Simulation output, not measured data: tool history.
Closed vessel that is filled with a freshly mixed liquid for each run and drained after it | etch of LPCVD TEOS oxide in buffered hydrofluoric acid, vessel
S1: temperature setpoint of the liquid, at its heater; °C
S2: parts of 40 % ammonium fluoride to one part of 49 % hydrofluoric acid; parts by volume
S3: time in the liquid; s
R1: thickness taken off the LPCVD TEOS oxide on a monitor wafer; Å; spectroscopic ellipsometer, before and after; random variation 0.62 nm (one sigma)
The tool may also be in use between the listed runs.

run  hour    S1    S2  S3      R1
  1     0    21  19.5  30  208.76
  2   4.1    21    22  30  189.73
  3  10.8    22  20.5  30  211.12
  4  13.7  18.5  20.5  30  172.49
  5  20.2  19.5    19  30  194.55
  6  23.5  20.5  17.5  30  225.59
  7  30.1  21.5  16.5  30  251.89
  8  32.9  22.5  15.5  30  281.07

Forecast run 9:
  9    41  26.5   9  30   ?

R1: 577.46 Å

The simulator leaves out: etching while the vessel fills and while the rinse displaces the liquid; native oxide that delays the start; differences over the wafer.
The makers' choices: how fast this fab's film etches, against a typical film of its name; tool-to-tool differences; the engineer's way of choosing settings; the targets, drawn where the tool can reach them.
